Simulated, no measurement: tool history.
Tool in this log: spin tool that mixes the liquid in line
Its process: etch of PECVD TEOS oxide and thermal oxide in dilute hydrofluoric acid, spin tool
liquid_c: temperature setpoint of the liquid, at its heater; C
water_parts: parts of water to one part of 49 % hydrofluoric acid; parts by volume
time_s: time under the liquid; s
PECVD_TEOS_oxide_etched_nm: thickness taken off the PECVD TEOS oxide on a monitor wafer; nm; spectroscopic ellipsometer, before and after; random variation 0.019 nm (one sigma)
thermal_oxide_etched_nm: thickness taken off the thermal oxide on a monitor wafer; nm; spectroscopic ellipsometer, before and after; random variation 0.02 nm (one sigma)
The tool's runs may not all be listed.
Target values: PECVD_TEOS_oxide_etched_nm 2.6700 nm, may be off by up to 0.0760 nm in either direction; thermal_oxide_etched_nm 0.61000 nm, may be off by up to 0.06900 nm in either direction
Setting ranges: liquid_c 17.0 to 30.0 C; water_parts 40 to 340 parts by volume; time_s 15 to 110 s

{"run": 1, "hour": 0.0, "liquid_c": 22.0, "water_parts": 190, "time_s": 55, "PECVD_TEOS_oxide_etched_nm": 4.6558, "thermal_oxide_etched_nm": 1.0158}
{"run": 2, "hour": 5.1, "liquid_c": 24.5, "water_parts": 190, "time_s": 55, "PECVD_TEOS_oxide_etched_nm": 5.1807, "thermal_oxide_etched_nm": 1.1394}
{"run": 3, "hour": 13.3, "liquid_c": 26.0, "water_parts": 190, "time_s": 55, "PECVD_TEOS_oxide_etched_nm": 5.3786, "thermal_oxide_etched_nm": 1.2446}
{"run": 4, "hour": 17.7, "liquid_c": 24.5, "water_parts": 210, "time_s": 55, "PECVD_TEOS_oxide_etched_nm": 4.5312, "thermal_oxide_etched_nm": 1.0662}
{"run": 5, "hour": 25.4, "liquid_c": 22.5, "water_parts": 220, "time_s": 55, "PECVD_TEOS_oxide_etched_nm": 4.0529, "thermal_oxide_etched_nm": 0.89353}
{"run": 6, "hour": 26.2, "liquid_c": 22.0, "water_parts": 235, "time_s": 55, "PECVD_TEOS_oxide_etched_nm": 3.6484, "thermal_oxide_etched_nm": 0.81301}
{"run": 7, "hour": 31.5, "liquid_c": 21.0, "water_parts": 245, "time_s": 55, "PECVD_TEOS_oxide_etched_nm": 3.2993, "thermal_oxide_etched_nm": 0.77169}
{"run": 8, "hour": 38.8, "liquid_c": 20.0, "water_parts": 250, "time_s": 55, "PECVD_TEOS_oxide_etched_nm": 3.0823, "thermal_oxide_etched_nm": 0.74524}
{"run": 9, "hour": 43.6, "liquid_c": 19.5, "water_parts": 250, "time_s": 55, "PECVD_TEOS_oxide_etched_nm": 3.0262, "thermal_oxide_etched_nm": 0.71065}
{"run": 10, "hour": 50.2, "liquid_c": 19.5, "water_parts": 250, "time_s": 55, "PECVD_TEOS_oxide_etched_nm": 3.0355, "thermal_oxide_etched_nm": 0.72966}

4 next moves are on the table. One of them brings every result within its allowed miss. Which?
{"run": "A", "hour": 56.8, "liquid_c": 19.0, "water_parts": 305, "time_s": 85, "PECVD_TEOS_oxide_etched_nm": "?", "thermal_oxide_etched_nm": "?"}
{"run": "B", "hour": 56.8, "liquid_c": 17.0, "water_parts": 280, "time_s": 55, "PECVD_TEOS_oxide_etched_nm": "?", "thermal_oxide_etched_nm": "?"}
{"run": "C", "hour": 56.8, "liquid_c": 18.5, "water_parts": 290, "time_s": 60, "PECVD_TEOS_oxide_etched_nm": "?", "thermal_oxide_etched_nm": "?"}
{"run": "D", "hour": 56.8, "liquid_c": 17.0, "water_parts": 290, "time_s": 80, "PECVD_TEOS_oxide_etched_nm": "?", "thermal_oxide_etched_nm": "?"}

move=A PECVD_TEOS_oxide_etched_nm=3.5634 thermal_oxide_etched_nm=0.85923
move=B PECVD_TEOS_oxide_etched_nm=2.3804 thermal_oxide_etched_nm=0.57398
move=C PECVD_TEOS_oxide_etched_nm=2.6309 thermal_oxide_etched_nm=0.63438
move=D PECVD_TEOS_oxide_etched_nm=3.3149 thermal_oxide_etched_nm=0.79931
A: further off than the last run
B: carries the result that was furthest off beyond its target, to the other side
C: all results in spec
D: further off than the last run
Move C is the one to make.
